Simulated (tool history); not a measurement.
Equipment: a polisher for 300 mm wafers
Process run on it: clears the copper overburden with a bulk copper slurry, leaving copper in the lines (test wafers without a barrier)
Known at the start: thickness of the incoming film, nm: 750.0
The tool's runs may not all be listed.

run  hour  flow of slurry (ml/min)  pressure of the wafer on the pad (kPa)  speed of the pad under the wafer (cm/s)  abrasive content of the slurry  overpolish time after the end point (s)  time until the end point was called (s)  dishing of a wide line in a test structure (Å)
  1     0                      275                                    16.5                                      114                               1                                       22                                   79.217                                          1012.8
  2   3.4                      275                                    15.2                                      116                               1                                       19                                   84.765                                          880.34
  3   7.1                      275                                    15.2                                       92                               1                                       19                                   99.455                                          796.36
  4   7.8                      275                                    11.7                                       92                               1                                       19                                   124.58                                          668.02
  5    10                      240                                    11.7                                       92                               1                                       19                                   129.46                                          666.74
  6  12.2                      240                                    14.5                                       92                               1                                       19                                    106.3                                          763.33
  7  16.2                      275                                    13.1                                       96                             1.1                                       17                                   107.96                                          694.03
  8  20.3                      305                                    11.7                                       98                             1.2                                       15                                   110.21                                           613.8

What does the tool deliver on the next run?
  9    22                      320                                      11                                      100                            1.25                                       13                                        ?                                               ?

time until the end point was called (s): 116.62
dishing of a wide line in a test structure (Å): 545.28
